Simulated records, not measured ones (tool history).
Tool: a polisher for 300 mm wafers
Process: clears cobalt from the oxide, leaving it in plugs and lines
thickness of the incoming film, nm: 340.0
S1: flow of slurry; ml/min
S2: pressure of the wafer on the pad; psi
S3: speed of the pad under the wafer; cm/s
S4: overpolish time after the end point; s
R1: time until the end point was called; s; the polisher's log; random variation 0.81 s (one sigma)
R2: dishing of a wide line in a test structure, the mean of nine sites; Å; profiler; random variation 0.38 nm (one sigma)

{"run": 1, "hour": 0.0, "S1": 120, "S2": 2.1, "S3": 128, "S4": 8, "R1": 43.184, "R2": 346.37}
{"run": 2, "hour": 1.5, "S1": 120, "S2": 2, "S3": 128, "S4": 8, "R1": 45.782, "R2": 334.35}
{"run": 3, "hour": 6.4, "S1": 120, "S2": 2.3, "S3": 128, "S4": 8, "R1": 39.567, "R2": 368.59}
{"run": 4, "hour": 11.9, "S1": 95, "S2": 2.3, "S3": 128, "S4": 8, "R1": 41.332, "R2": 362.38}
{"run": 5, "hour": 16.9, "S1": 95, "S2": 2.6, "S3": 128, "S4": 8, "R1": 36.2, "R2": 368.72}
{"run": 6, "hour": 24.5, "S1": 95, "S2": 2.6, "S3": 100, "S4": 8, "R1": 46.078, "R2": 324.64}
{"run": 7, "hour": 26.6, "S1": 95, "S2": 2.5, "S3": 100, "S4": 8, "R1": 47.823, "R2": 328.6}
{"run": 8, "hour": 30.1, "S1": 95, "S2": 2.4, "S3": 100, "S4": 8, "R1": 49.965, "R2": 316.74}

The next listed run, before its measurement:
{"run": 9, "hour": 36.7, "S1": 95, "S2": 2.2, "S3": 98, "S4": 6, "R1": "?", "R2": "?"}

Run 9 gave R1 55.302 s, R2 249.95 Å.

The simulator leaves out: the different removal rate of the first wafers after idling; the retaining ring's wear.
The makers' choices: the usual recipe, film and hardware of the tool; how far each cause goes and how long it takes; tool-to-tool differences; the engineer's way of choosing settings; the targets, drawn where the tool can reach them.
